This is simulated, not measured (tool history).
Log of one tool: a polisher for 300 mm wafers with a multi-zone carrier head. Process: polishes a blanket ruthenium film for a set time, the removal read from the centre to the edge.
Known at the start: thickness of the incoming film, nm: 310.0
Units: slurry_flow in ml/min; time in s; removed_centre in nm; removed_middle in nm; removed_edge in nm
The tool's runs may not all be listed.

| run | day | slurry_flow | centre_zone | middle_zone | edge_zone | time | removed_centre | removed_middle | removed_edge |
|---|---|---|---|---|---|---|---|---|---|
| 1 | 0 | 195 | 1 | 1 | 1 | 39 | 32.698 | 32.975 | 33.055 |
| 2 | 0.071 | 185 | 0.99 | 1 | 0.96 | 35 | 29.529 | 29.028 | 28.929 |
| 3 | 0.354 | 205 | 0.99 | 1 | 0.96 | 35 | 29.648 | 30.694 | 29.523 |
| 4 | 0.725 | 205 | 0.99 | 1.05 | 0.96 | 35 | 29.914 | 31.68 | 29.217 |
| 5 | 0.821 | 180 | 0.99 | 1.05 | 0.96 | 35 | 29.37 | 30.229 | 29.275 |
| 6 | 0.946 | 180 | 0.99 | 0.99 | 0.96 | 35 | 29.202 | 29.424 | 29.001 |
| 7 | 1.221 | 170 | 0.97 | 0.99 | 0.93 | 31 | 25.115 | 26.057 | 24.819 |
| 8 | 1.533 | 165 | 0.95 | 0.96 | 0.91 | 29 | 23.236 | 23.766 | 23.103 |

Estimate the outcome of run 9 from the log above:
| 9 | 1.7 | 165 | 0.93 | 0.95 | 0.89 | 27 | ? | ? | ? |

Logged for run 9: removed_centre 21.18 nm, removed_middle 21.61 nm, removed_edge 21.425 nm.

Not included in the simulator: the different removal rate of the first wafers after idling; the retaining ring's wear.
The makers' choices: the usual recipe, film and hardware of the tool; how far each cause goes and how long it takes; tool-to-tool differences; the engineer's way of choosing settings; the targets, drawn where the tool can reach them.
